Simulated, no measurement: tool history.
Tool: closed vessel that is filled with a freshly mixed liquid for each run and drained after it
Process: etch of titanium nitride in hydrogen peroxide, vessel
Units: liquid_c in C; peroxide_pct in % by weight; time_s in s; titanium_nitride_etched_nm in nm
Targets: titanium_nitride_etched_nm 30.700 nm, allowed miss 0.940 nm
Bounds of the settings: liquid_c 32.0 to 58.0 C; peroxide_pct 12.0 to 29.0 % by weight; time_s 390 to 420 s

Run 1, hour 0.0: liquid_c 42.0 C, peroxide_pct 19.5 % by weight, time_s 390 s. Result: titanium_nitride_etched_nm 17.295 nm.
Run 2, hour 7.0: liquid_c 43.5 C, peroxide_pct 19.5 % by weight, time_s 390 s. Result: titanium_nitride_etched_nm 19.927 nm.
Run 3, hour 7.6: liquid_c 43.5 C, peroxide_pct 21.0 % by weight, time_s 390 s. Result: titanium_nitride_etched_nm 19.983 nm.
Run 4, hour 13.1: liquid_c 44.5 C, peroxide_pct 21.0 % by weight, time_s 390 s. Result: titanium_nitride_etched_nm 21.889 nm.
At hour 18.3: new drum of peroxide connected.
Run 5, hour 18.3: liquid_c 44.5 C, peroxide_pct 24.0 % by weight, time_s 390 s. Result: titanium_nitride_etched_nm 22.345 nm.
Run 6, hour 22.9: liquid_c 44.5 C, peroxide_pct 24.0 % by weight, time_s 390 s. Result: titanium_nitride_etched_nm 22.188 nm.
Run 7, hour 27.6: liquid_c 45.5 C, peroxide_pct 24.0 % by weight, time_s 390 s. Result: titanium_nitride_etched_nm 24.327 nm.
Run 8, hour 34.1: liquid_c 46.0 C, peroxide_pct 24.0 % by weight, time_s 390 s. Result: titanium_nitride_etched_nm 25.278 nm.
Run 9, hour 38.0: liquid_c 46.5 C, peroxide_pct 24.0 % by weight, time_s 390 s. Result: titanium_nitride_etched_nm 26.166 nm.
Run 10, hour 41.1: liquid_c 47.0 C, peroxide_pct 24.0 % by weight, time_s 390 s. Result: titanium_nitride_etched_nm 26.862 nm.

Which of these 4 next moves meets every target?
Run A, hour 44.2: liquid_c 45.0 C, peroxide_pct 24.5 % by weight, time_s 390 s. Result: titanium_nitride_etched_nm ?.
Run B, hour 44.2: liquid_c 45.5 C, peroxide_pct 23.0 % by weight, time_s 420 s. Result: titanium_nitride_etched_nm ?.
Run C, hour 44.2: liquid_c 44.5 C, peroxide_pct 21.0 % by weight, time_s 420 s. Result: titanium_nitride_etched_nm ?.
Run D, hour 44.2: liquid_c 47.5 C, peroxide_pct 25.0 % by weight, time_s 420 s. Result: titanium_nitride_etched_nm ?.

move  titanium_nitride_etched_nm
   A                      23.407
   B                      25.806
   C                      23.487
   D                      30.459
A: further off than the last run
B: further off than the last run
C: further off than the last run
D: meets every target
Move D is the one to make.
